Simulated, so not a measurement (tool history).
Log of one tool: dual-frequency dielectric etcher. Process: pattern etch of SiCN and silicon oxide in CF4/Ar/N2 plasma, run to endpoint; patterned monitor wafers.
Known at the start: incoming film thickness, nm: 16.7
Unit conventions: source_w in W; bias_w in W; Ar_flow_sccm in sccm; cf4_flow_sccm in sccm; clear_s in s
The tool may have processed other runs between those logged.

run,hour,source_w,bias_w,Ar_flow_sccm,cf4_flow_sccm,clear_s
1,0.0,600,89,100,64,14.018
2,2.7,640,90,100,64,13.474
3,11.3,680,91,99,64,12.698
4,18.2,680,91,84,64,12.564
5,23.7,710,92,84,64,11.929
6,26.8,710,83,84,64,12.212

Predict the results of run 7:
7,28.8,730,84,84,64,?

clear_s: 11.742 s
